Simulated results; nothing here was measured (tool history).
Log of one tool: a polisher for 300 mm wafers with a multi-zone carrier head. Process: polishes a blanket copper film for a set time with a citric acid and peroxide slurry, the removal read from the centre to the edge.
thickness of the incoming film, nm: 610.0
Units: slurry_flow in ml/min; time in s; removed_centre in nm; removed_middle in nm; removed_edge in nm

| run | hour | slurry_flow | centre_zone | middle_zone | edge_zone | slurry_solids | time | removed_centre | removed_middle | removed_edge |
|---|---|---|---|---|---|---|---|---|---|---|
| 1 | 0 | 200 | 1 | 1 | 1 | 1 | 62 | 230.82 | 232.6 | 230.73 |
| 2 | 8.8 | 205 | 1.01 | 1 | 1.03 | 1.1 | 65 | 256.74 | 251.16 | 254.55 |
| 3 | 11.5 | 210 | 1.01 | 1 | 1.06 | 1.2 | 67 | 266.35 | 263.52 | 273.17 |
| 4 | 16.8 | 215 | 1.02 | 1 | 1.08 | 1.25 | 68 | 281.69 | 273.33 | 278.88 |
| 5 | 21 | 215 | 1.02 | 1 | 1.08 | 1.45 | 68 | 293.16 | 271.48 | 295.98 |
| 6 | 26.8 | 220 | 1.02 | 1 | 1.1 | 1.45 | 70 | 304.47 | 294.85 | 303.14 |

Run 7 comes next. What will it give?
| 7 | 33.7 | 215 | 1.02 | 0.99 | 1.11 | 1.45 | 72 | ? | ? | ? |

{"run 7": {"removed_centre": 309.59, "removed_middle": 288.21, "removed_edge": 313.52}}
